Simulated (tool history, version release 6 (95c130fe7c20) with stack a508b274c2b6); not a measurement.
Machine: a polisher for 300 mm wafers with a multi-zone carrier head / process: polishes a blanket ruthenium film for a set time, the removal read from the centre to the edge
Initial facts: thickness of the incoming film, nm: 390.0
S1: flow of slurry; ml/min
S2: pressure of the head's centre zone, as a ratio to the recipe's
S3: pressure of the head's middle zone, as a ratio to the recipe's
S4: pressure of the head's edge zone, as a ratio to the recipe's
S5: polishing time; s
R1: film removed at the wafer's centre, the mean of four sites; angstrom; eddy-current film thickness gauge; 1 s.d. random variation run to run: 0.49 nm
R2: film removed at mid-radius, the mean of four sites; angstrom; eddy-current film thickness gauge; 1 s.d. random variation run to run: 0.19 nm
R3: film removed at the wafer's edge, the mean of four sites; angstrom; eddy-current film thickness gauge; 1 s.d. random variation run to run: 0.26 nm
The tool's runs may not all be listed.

Run 1, day 0: S1 210 ml/min, S2 1, S3 1, S4 1, S5 72 s. Result: R1 463.71 angstrom, R2 463.61 angstrom, R3 462.3 angstrom.
Run 2, day 0.308: S1 210 ml/min, S2 1, S3 1, S4 1.08, S5 72 s. Result: R1 471.5 angstrom, R2 458.92 angstrom, R3 473.74 angstrom.
Run 3, day 0.333: S1 210 ml/min, S2 1, S3 1, S4 1.16, S5 72 s. Result: R1 468.63 angstrom, R2 461.36 angstrom, R3 491.5 angstrom.
Run 4, day 0.617: S1 210 ml/min, S2 1, S3 1, S4 1.19, S5 72 s. Result: R1 446.86 angstrom, R2 460.44 angstrom, R3 497.87 angstrom.
Run 5, day 0.983: S1 210 ml/min, S2 1, S3 1, S4 1.19, S5 55 s. Result: R1 355.07 angstrom, R2 351.19 angstrom, R3 374.09 angstrom.
Run 6, day 1.029: S1 210 ml/min, S2 1, S3 1, S4 1.15, S5 55 s. Result: R1 352.8 angstrom, R2 352.24 angstrom, R3 371.57 angstrom.
Run 7, day 1.221: S1 210 ml/min, S2 1, S3 1, S4 1.15, S5 55 s. Result: R1 356.42 angstrom, R2 350.37 angstrom, R3 369.42 angstrom.
Run 8, day 1.279: S1 150 ml/min, S2 0.97, S3 0.9, S4 1.12, S5 54 s. Result: R1 316.86 angstrom, R2 297.03 angstrom, R3 344.45 angstrom.
At day 1.579: worn pad replaced by a new one.
Run 9, day 1.579: S1 160 ml/min, S2 0.97, S3 0.9, S4 1.12, S5 54 s. Result: R1 352.36 angstrom, R2 337.26 angstrom, R3 393.91 angstrom.
Run 10, day 1.754: S1 150 ml/min, S2 0.98, S3 0.91, S4 1.12, S5 54 s. Result: R1 355.64 angstrom, R2 336.73 angstrom, R3 388.51 angstrom.
Run 11, day 2.112: S1 150 ml/min, S2 0.98, S3 0.91, S4 1.12, S5 54 s. Result: R1 354.76 angstrom, R2 338.02 angstrom, R3 390.58 angstrom.
Run 12, day 2.421: S1 150 ml/min, S2 0.98, S3 0.91, S4 1.12, S5 54 s. Result: R1 353.73 angstrom, R2 337.48 angstrom, R3 385.72 angstrom.
Run 13, day 2.467: S1 175 ml/min, S2 0.97, S3 0.91, S4 1.11, S5 54 s. Result: R1 363.21 angstrom, R2 345.94 angstrom, R3 395.07 angstrom.
Run 14, day 2.767: S1 160 ml/min, S2 0.98, S3 0.92, S4 1.12, S5 54 s. Result: R1 362.67 angstrom, R2 346.92 angstrom, R3 398.24 angstrom.
Run 15, day 2.996: S1 185 ml/min, S2 0.97, S3 0.91, S4 1.12, S5 53 s. Result: R1 358.25 angstrom, R2 347.79 angstrom, R3 398.1 angstrom.
Run 16, day 3.342: S1 140 ml/min, S2 0.94, S3 0.84, S4 1.02, S5 50 s. Result: R1 309.14 angstrom, R2 284.1 angstrom, R3 345.64 angstrom.

Estimate the outcome of run 17 from the log above:
Run 17, day 3.65: S1 155 ml/min, S2 0.94, S3 0.85, S4 1.01, S5 50 s. Result: R1 ?, R2 ?, R3 ?.

Run 17 measured R1 312.93 angstrom, R2 295.8 angstrom, R3 347.52 angstrom.
